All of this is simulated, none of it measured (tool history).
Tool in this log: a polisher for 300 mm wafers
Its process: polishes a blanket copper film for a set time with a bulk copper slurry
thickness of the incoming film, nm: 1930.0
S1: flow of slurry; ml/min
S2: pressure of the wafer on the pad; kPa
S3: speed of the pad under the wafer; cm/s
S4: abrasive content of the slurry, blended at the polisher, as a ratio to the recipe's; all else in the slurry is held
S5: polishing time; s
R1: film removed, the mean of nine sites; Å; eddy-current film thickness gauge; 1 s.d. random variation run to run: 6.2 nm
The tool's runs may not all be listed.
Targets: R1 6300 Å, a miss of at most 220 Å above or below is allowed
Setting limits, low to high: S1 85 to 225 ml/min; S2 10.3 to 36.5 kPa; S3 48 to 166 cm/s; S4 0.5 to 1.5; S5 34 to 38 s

run	hour	S1	S2	S3	S4	S5	R1
1	0	145	23.4	106	1	38	3968.6
2	9	150	25.5	106	1	38	4378.8
3	9.6	155	26.9	106	1	38	4541.8
4	17.1	155	26.9	106	1	34	4161.8
5	21.7	155	28.3	108	1	34	4337.2
6	26.7	155	29.6	110	1	34	4701.1
7	31.2	155	31	112	1	34	4937.3
8	38.7	160	31.7	114	1	34	5205.3
9	44	160	32.4	114	1	34	5346.1

Next run, 4 choices. One meets every target within its allowed miss, the rest don't. Which?
A	49.3	120	35.9	82	1	36	?
B	49.3	160	36.5	104	1.1	38	?
C	49.3	190	35.9	132	1.05	34	?
D	49.3	160	32.4	114	1	35	?

move	R1
A	4270.4
B	6234.2
C	7029.3
D	5481.2
A: lands further from the targets than the last run did
B: all results land within tolerance of their targets
C: takes the result that was furthest off past its target
D: closes in on the targets versus the last run, not all within tolerance yet
B meets every target.

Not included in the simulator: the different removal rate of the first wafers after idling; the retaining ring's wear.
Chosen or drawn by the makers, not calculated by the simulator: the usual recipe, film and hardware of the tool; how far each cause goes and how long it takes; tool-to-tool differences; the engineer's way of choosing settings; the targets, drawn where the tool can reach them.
